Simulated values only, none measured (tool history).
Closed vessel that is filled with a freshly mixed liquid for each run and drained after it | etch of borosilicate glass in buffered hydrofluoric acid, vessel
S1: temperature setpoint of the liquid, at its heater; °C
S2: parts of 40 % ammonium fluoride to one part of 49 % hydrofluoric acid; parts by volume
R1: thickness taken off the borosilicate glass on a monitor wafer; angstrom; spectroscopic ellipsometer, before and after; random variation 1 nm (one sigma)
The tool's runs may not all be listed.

run 1 hour=0 | S1=21 S2=19 time_in_the_liquid_(s)=95 | R1=608.66
run 2 hour=7.4 | S1=21 S2=19 time_in_the_liquid_(s)=100 | R1=649.6
run 3 hour=16 | S1=22.5 S2=19 time_in_the_liquid_(s)=100 | R1=695.73
run 4 hour=23.1 | S1=21 S2=19 time_in_the_liquid_(s)=100 | R1=637.57
run 5 hour=27.8 | S1=22.5 S2=19 time_in_the_liquid_(s)=100 | R1=686.53
run 6 hour=29.2 | S1=23.5 S2=18.5 time_in_the_liquid_(s)=100 | R1=746.71
run 7 hour=32.8 | S1=24.5 S2=18 time_in_the_liquid_(s)=100 | R1=818.1

Forecast run 8:
run 8 hour=40.7 | S1=25.5 S2=18 time_in_the_liquid_(s)=100 | R1=?

Run 8 gave R1 868.56 angstrom.
